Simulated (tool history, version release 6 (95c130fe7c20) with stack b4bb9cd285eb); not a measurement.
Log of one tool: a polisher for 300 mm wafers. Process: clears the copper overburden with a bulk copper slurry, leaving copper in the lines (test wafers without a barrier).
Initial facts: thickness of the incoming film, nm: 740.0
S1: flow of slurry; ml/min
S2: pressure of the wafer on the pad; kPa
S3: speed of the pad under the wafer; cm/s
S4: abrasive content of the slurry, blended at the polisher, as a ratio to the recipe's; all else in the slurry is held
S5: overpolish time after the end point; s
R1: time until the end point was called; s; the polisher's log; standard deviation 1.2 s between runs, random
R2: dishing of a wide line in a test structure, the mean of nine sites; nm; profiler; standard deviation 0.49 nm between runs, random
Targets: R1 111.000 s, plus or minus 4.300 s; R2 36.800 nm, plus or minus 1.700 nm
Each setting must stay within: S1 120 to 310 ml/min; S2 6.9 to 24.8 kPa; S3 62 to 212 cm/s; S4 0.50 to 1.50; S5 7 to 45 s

run	hour	S1	S2	S3	S4	S5	R1	R2
1	0.0	200	15.9	136	1.00	23	92.926	98.358
2	2.4	200	14.5	140	1.00	21	97.248	85.791
3	6.8	195	13.8	146	0.95	19	99.523	82.799
4	9.2	195	13.8	146	0.95	14	97.662	67.215
5	13.3	195	13.8	116	0.95	14	122.630	53.523
6	18.6	225	13.8	116	0.95	14	117.450	56.319
7	23.3	235	13.8	112	1.00	13	123.110	51.694
8	30.8	245	14.5	108	1.05	12	118.690	50.591
9	39.0	255	14.5	106	1.10	11	119.870	47.248
10	41.7	260	14.5	104	1.15	10	120.380	44.228
11	44.4	265	14.5	104	1.20	10	116.930	42.906
12	48.7	295	13.1	106	1.45	7	117.920	31.982
13	56.2	290	13.8	106	1.40	7	115.070	33.187
14	62.7	285	14.5	106	1.35	10	109.860	45.092
15	64.9	280	14.5	106	1.35	10	109.530	46.496
16	70.2	280	14.5	108	1.35	10	109.590	47.315
17	74.2	280	14.5	110	1.35	10	108.670	47.368
18	77.3	265	10.3	148	1.35	7	112.220	33.005

4 candidate next runs follow, results not yet known. Just one meets every target within its allowed miss. Identify it.
A	80.4	205	10.3	150	1.50	7	?	?
B	80.4	280	9.0	166	1.40	8	?	?
C	80.4	270	9.7	152	1.45	7	?	?
D	80.4	280	13.1	132	1.20	7	?	?

move	R1	R2
A	109.670	34.142
B	111.920	37.199
C	112.920	33.140
D	101.800	36.968
A: nearer than the last run, and not there yet
B: hits every target within its allowed miss
C: about the same distance from the targets as the last run
D: brings the last run's worst result on target, with another outside its allowed miss
Correct choice: B, which meets every target
